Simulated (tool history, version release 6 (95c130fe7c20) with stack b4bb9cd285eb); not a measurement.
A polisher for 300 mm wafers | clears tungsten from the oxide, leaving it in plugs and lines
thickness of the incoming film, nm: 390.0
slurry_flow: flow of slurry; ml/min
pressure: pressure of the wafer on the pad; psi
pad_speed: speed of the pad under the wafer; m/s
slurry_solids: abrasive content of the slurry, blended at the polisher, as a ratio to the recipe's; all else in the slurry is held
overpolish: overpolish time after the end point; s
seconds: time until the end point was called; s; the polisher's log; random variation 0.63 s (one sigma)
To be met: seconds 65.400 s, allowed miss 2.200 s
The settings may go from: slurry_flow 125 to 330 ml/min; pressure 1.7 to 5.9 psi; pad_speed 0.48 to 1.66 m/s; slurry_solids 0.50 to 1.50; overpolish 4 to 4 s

run  hour  slurry_flow  pressure  pad_speed  slurry_solids  overpolish  seconds
  1   0.0          210       3.8       1.06           1.00           4   84.445
  2   5.4          190       3.8       1.06           1.00           4   84.915
  3   7.3          190       4.1       1.06           1.00           4   79.133
  4  11.9          220       4.1       1.06           1.00           4   77.962
  5  14.4          220       4.3       1.06           1.00           4   75.072
  6  22.2          220       4.5       1.06           1.00           4   72.202
  7  29.8          220       4.6       1.06           1.00           4   70.876
  8  38.9          220       4.7       1.06           1.00           4   69.674
  9  46.1          220       4.8       1.06           1.00           4   68.579

Which of these 5 next moves meets every target?
  A  53.3          275       4.7       1.14           0.85           4        ?
  B  53.3          220       5.5       1.00           1.25           4        ?
  C  53.3          225       4.9       1.20           0.95           4        ?
  D  53.3          170       5.1       1.00           0.95           4        ?
  E  53.3          235       4.5       1.10           0.95           4        ?

move  seconds
   A   66.263
   B   62.235
   C   60.787
   D   71.501
   E   71.095
A: meets every target
B: takes the result that was furthest off past its target
C: takes the result that was furthest off past its target
D: further off than the last run
E: further off than the last run
The right move is A.

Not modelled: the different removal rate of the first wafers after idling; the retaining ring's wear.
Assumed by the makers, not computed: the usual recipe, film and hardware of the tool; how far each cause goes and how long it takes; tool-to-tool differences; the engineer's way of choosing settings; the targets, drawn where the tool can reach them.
